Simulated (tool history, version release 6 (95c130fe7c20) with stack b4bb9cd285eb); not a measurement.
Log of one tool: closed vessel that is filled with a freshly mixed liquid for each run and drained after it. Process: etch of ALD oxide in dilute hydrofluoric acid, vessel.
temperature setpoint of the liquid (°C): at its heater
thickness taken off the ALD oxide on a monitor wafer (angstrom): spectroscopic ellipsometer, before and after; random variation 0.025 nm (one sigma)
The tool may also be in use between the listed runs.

run,hour,temperature setpoint of the liquid (°C),parts of water to one part of 49 % hydrofluoric acid (parts by volume),time in the liquid (s),thickness taken off the ALD oxide on a monitor wafer (angstrom)
1,0,24,105,65,100.39
2,1.7,22,115,65,84.3
3,5.2,22,115,50,64.41
4,7.2,22,150,50,47.534
5,9.2,22.5,150,50,48.24
6,12.5,23,150,50,49.999

The next listed run, before its measurement:
7,21,23.5,150,50,?

{"run 7": {"thickness taken off the ALD oxide on a monitor wafer (angstrom)": 50.787}}

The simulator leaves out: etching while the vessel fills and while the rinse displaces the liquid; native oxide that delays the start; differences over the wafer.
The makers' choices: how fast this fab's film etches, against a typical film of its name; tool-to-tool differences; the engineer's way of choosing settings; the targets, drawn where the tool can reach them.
